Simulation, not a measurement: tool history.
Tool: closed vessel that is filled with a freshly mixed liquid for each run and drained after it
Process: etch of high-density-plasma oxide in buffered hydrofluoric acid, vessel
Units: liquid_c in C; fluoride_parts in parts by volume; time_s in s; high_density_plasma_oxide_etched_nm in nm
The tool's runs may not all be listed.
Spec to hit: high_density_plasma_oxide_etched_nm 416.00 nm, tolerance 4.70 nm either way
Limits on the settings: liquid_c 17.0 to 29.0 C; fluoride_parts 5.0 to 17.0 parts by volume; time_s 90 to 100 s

| run | day | liquid_c | fluoride_parts | time_s | high_density_plasma_oxide_etched_nm |
|---|---|---|---|---|---|
| 1 | 0.000 | 21.0 | 10.5 | 90 | 152.24 |
| 2 | 0.308 | 21.0 | 10.5 | 100 | 170.01 |
| 3 | 0.358 | 22.0 | 10.0 | 100 | 189.06 |
| 4 | 0.650 | 22.0 | 10.0 | 90 | 169.28 |
| 5 | 0.929 | 24.0 | 10.0 | 90 | 190.09 |
| 6 | 1.304 | 24.5 | 9.5 | 90 | 201.46 |
| 7 | 1.571 | 25.0 | 9.0 | 90 | 213.83 |
| 8 | 1.929 | 25.5 | 8.5 | 90 | 232.38 |
| 9 | 2.275 | 26.0 | 8.0 | 90 | 255.29 |
| 10 | 2.321 | 26.5 | 7.5 | 90 | 282.08 |
| 11 | 2.500 | 29.0 | 5.0 | 90 | 463.79 |
| 12 | 2.567 | 28.0 | 5.0 | 90 | 439.71 |

Exercise: of the 4 proposed moves below, exactly one satisfies all targets within the stated allowed misses. Which move is it?
| A | 2.633 | 26.0 | 5.0 | 95 | ? |
| B | 2.633 | 27.0 | 5.5 | 100 | ? |
| C | 2.633 | 28.0 | 5.5 | 90 | ? |
| D | 2.633 | 28.0 | 5.5 | 95 | ? |

| move | high_density_plasma_oxide_etched_nm |
|---|---|
| A | 416.29 |
| B | 426.55 |
| C | 404.85 |
| D | 427.34 |
A: in spec on every target
B: closer than the last run, but not yet in spec
C: takes the biggest miss from the last run beyond its target
D: closer than the last run, but not yet in spec
So the answer is move A, the one that meets all the targets.
